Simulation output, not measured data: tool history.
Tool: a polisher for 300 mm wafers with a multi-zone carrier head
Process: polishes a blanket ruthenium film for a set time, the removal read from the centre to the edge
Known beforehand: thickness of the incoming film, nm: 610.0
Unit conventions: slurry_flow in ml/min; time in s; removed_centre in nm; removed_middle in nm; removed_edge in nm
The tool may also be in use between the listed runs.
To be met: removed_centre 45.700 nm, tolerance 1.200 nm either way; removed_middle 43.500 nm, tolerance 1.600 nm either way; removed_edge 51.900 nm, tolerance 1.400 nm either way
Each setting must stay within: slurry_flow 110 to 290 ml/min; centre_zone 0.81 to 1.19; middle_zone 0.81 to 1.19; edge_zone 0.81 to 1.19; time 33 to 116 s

{"run": 1, "day": 0.0, "slurry_flow": 185, "centre_zone": 1.0, "middle_zone": 1.0, "edge_zone": 1.0, "time": 74, "removed_centre": 58.711, "removed_middle": 60.025, "removed_edge": 58.443}
{"run": 2, "day": 0.304, "slurry_flow": 170, "centre_zone": 0.98, "middle_zone": 0.95, "edge_zone": 1.01, "time": 72, "removed_centre": 55.104, "removed_middle": 55.92, "removed_edge": 57.667}
{"run": 3, "day": 0.492, "slurry_flow": 170, "centre_zone": 0.98, "middle_zone": 0.95, "edge_zone": 1.06, "time": 72, "removed_centre": 55.594, "removed_middle": 54.95, "removed_edge": 58.851}
{"run": 4, "day": 0.833, "slurry_flow": 170, "centre_zone": 0.98, "middle_zone": 0.95, "edge_zone": 1.14, "time": 72, "removed_centre": 55.368, "removed_middle": 55.333, "removed_edge": 61.156}
{"run": 5, "day": 0.871, "slurry_flow": 160, "centre_zone": 0.97, "middle_zone": 0.92, "edge_zone": 1.11, "time": 70, "removed_centre": 52.2, "removed_middle": 52.327, "removed_edge": 57.255}
{"run": 6, "day": 1.108, "slurry_flow": 155, "centre_zone": 0.97, "middle_zone": 0.89, "edge_zone": 1.12, "time": 69, "removed_centre": 51.54, "removed_middle": 49.364, "removed_edge": 57.158}
{"run": 7, "day": 1.462, "slurry_flow": 125, "centre_zone": 0.9, "middle_zone": 0.82, "edge_zone": 1.02, "time": 66, "removed_centre": 43.559, "removed_middle": 42.443, "removed_edge": 51.576}
{"run": 8, "day": 1.721, "slurry_flow": 130, "centre_zone": 0.91, "middle_zone": 0.82, "edge_zone": 1.02, "time": 66, "removed_centre": 44.718, "removed_middle": 43.221, "removed_edge": 50.946}

5 candidate next runs follow, results not yet known. Just one meets every target within its allowed miss. Identify it.
{"run": "A", "day": 1.979, "slurry_flow": 115, "centre_zone": 0.95, "middle_zone": 0.86, "edge_zone": 0.96, "time": 67, "removed_centre": "?", "removed_middle": "?", "removed_edge": "?"}
{"run": "B", "day": 1.979, "slurry_flow": 130, "centre_zone": 0.87, "middle_zone": 0.84, "edge_zone": 0.97, "time": 67, "removed_centre": "?", "removed_middle": "?", "removed_edge": "?"}
{"run": "C", "day": 1.979, "slurry_flow": 170, "centre_zone": 0.94, "middle_zone": 0.86, "edge_zone": 1.05, "time": 61, "removed_centre": "?", "removed_middle": "?", "removed_edge": "?"}
{"run": "D", "day": 1.979, "slurry_flow": 125, "centre_zone": 0.94, "middle_zone": 0.84, "edge_zone": 1.05, "time": 66, "removed_centre": "?", "removed_middle": "?", "removed_edge": "?"}
{"run": "E", "day": 1.979, "slurry_flow": 195, "centre_zone": 0.94, "middle_zone": 0.85, "edge_zone": 0.92, "time": 63, "removed_centre": "?", "removed_middle": "?", "removed_edge": "?"}

move=A removed_centre=45.450 removed_middle=44.397 removed_edge=49.436
move=B removed_centre=42.808 removed_middle=44.718 removed_edge=50.591
move=C removed_centre=44.473 removed_middle=43.476 removed_edge=49.525
move=D removed_centre=45.186 removed_middle=43.684 removed_edge=51.502
move=E removed_centre=46.998 removed_middle=45.418 removed_edge=48.750
A: the worst result of the last run now meets its target, but another is out of spec
B: the biggest miss grows against the last run
C: the biggest miss grows against the last run
D: each result inside its tolerance
E: takes the result that was furthest off past its target
Answer: D

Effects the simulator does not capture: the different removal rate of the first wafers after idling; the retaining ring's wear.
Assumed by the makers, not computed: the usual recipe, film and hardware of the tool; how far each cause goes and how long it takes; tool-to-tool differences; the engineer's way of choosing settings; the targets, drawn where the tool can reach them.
